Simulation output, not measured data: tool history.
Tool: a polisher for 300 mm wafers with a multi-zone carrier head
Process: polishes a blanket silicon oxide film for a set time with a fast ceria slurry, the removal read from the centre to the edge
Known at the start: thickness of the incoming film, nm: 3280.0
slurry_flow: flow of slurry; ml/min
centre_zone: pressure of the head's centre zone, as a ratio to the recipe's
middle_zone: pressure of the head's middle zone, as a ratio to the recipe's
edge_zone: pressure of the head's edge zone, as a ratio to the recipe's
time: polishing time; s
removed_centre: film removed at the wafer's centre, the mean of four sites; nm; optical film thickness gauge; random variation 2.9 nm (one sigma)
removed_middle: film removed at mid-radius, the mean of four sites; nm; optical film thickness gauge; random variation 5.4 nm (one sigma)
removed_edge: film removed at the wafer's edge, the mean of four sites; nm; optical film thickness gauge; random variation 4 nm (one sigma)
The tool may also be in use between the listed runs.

run  hour  slurry_flow  centre_zone  middle_zone  edge_zone  time  removed_centre  removed_middle  removed_edge
  1     0          240            1            1          1    43          626.42          564.83        560.97
  2   6.4          265            1            1          1    43          639.88          584.04        566.27
  3   9.5          260         0.98         0.99       0.98    41          586.98          545.62        533.26
  4  10.6          260         0.91         0.99       0.98    41          561.72          539.58        530.64
     18.3  -- centre zone pressure recalibrated
  5  18.3          260         0.84         0.99       0.98    41          487.06          551.31         537.7
  6  20.3          260         0.84         0.98       0.96    40          482.07          533.63        506.52
  7  27.3          200         0.81         0.88       0.87    32          361.02          383.02        380.99

The next listed run, before its measurement:
  8  29.6          210         0.82         0.88       0.87    32               ?               ?             ?

Run 8 gave removed_centre 371.86 nm, removed_middle 382.71 nm, removed_edge 394.18 nm.
